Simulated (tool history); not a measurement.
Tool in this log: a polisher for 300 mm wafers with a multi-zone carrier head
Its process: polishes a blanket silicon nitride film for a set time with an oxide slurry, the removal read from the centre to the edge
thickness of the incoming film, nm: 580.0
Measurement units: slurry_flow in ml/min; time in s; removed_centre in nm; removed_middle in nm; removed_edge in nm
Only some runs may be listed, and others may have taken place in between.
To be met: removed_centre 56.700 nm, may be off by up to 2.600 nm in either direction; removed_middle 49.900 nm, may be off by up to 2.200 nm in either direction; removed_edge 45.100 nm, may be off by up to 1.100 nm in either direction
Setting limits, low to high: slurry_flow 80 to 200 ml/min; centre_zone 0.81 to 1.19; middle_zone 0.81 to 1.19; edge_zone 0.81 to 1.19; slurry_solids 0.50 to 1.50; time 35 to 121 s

run    day  slurry_flow  centre_zone  middle_zone  edge_zone  slurry_solids  time  removed_centre  removed_middle  removed_edge
  1  0.000          130         1.00         1.00       1.00           1.00    78          38.929          41.121        39.540
  2  0.275          130         1.00         1.00       0.95           1.00    78          38.643          40.199        38.826
  3  0.525          160         1.00         1.00       0.95           1.00    78          40.251          41.756        39.963
  4  0.654          160         1.00         1.00       0.95           1.10    78          41.036          44.084        41.481
  5  0.767          160         1.00         1.00       1.03           1.10    78          41.706          43.983        43.304
  6  0.988          170         1.07         1.01       0.98           1.15    79          47.528          44.661        43.444
  7  1.362          200         1.17         1.11       0.98           1.25    79          55.417          50.667        46.464
  8  1.542          200         1.18         1.11       0.96           1.25    79          55.124          51.623        45.530

Which one of the following 4 next-run settings gets every result inside its allowed miss? There is exactly one.
  A  1.721          200         1.19         1.05       0.94           1.35    77               ?               ?             ?
  B  1.721          200         1.05         0.96       0.89           1.25    82               ?               ?             ?
  C  1.721          170         1.19         1.19       0.88           1.30    81               ?               ?             ?
  D  1.721          200         1.18         1.13       0.92           1.20    84               ?               ?             ?

move  removed_centre  removed_middle  removed_edge
   A          55.649          49.624        45.548
   B          50.646          47.869        45.953
   C          56.076          55.373        44.857
   D          57.494          54.782        46.918
A: every result lands within tolerance
B: brings the last run's worst result on target, with another outside its allowed miss
C: the biggest miss grows against the last run
D: the biggest miss grows against the last run
Move A is the one to make.
